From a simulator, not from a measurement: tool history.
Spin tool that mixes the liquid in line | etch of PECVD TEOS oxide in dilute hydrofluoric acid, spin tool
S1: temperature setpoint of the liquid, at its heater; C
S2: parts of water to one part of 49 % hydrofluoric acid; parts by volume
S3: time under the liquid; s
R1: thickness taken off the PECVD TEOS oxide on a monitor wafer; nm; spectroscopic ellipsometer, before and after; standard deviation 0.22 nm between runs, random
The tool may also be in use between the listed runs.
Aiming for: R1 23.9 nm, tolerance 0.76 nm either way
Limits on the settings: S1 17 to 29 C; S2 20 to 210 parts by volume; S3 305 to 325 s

| run | day | S1 | S2 | S3 | R1 |
|---|---|---|---|---|---|
| 1 | 0 | 21 | 115 | 305 | 33.947 |
| 2 | 0.175 | 20.5 | 120 | 305 | 31.615 |
| 3 | 0.408 | 17.5 | 120 | 305 | 28.35 |
| 4 | 0.442 | 17.5 | 120 | 305 | 28.405 |
| 5 | 0.579 | 17.5 | 120 | 325 | 30.148 |
| 6 | 0.912 | 19.5 | 120 | 325 | 32.944 |
| 7 | 1.167 | 19 | 125 | 325 | 30.137 |
| 8 | 1.296 | 18.5 | 130 | 325 | 28.565 |
| 9 | 1.404 | 17.5 | 135 | 325 | 26.448 |

5 next moves are on the table. One of them brings every result within its allowed miss. Which?
| A | 1.512 | 18 | 150 | 305 | ? |
| B | 1.512 | 19 | 120 | 325 | ? |
| C | 1.512 | 17 | 140 | 310 | ? |
| D | 1.512 | 21.5 | 135 | 325 | ? |
| E | 1.512 | 17.5 | 120 | 305 | ? |

| move | R1 |
|---|---|
| A | 22.52 |
| B | 32.219 |
| C | 23.774 |
| D | 31.163 |
| E | 28.424 |
A: carries the result that was furthest off beyond its target, to the other side
B: the biggest miss grows against the last run
C: every result lands within tolerance
D: the biggest miss grows against the last run
E: the biggest miss grows against the last run
C is the move that brings every result within its allowed miss.

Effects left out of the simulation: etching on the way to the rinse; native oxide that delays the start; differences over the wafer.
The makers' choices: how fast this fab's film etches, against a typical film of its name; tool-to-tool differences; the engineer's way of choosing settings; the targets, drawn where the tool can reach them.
